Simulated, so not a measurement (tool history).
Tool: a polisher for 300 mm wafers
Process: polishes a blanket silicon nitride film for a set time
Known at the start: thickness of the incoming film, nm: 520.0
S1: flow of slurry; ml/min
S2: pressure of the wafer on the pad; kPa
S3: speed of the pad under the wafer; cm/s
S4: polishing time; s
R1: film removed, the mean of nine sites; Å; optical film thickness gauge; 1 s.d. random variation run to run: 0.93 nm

run,day,S1,S2,S3,S4,R1
1,0,310,29.6,126,37,932.99
2,0.05,310,29.6,126,37,919.58
3,0.375,310,29,126,37,875.31
4,0.562,310,28.3,126,37,880.21
5,0.896,310,27.6,126,37,860.96
6,1.071,365,27.6,126,37,861.42
7,1.296,365,26.9,126,37,846.11
8,1.512,365,26.9,126,37,868.1

What will run 9 give?
9,1.546,365,26.2,126,37,?

Run 9 yielded R1 851.87 Å.
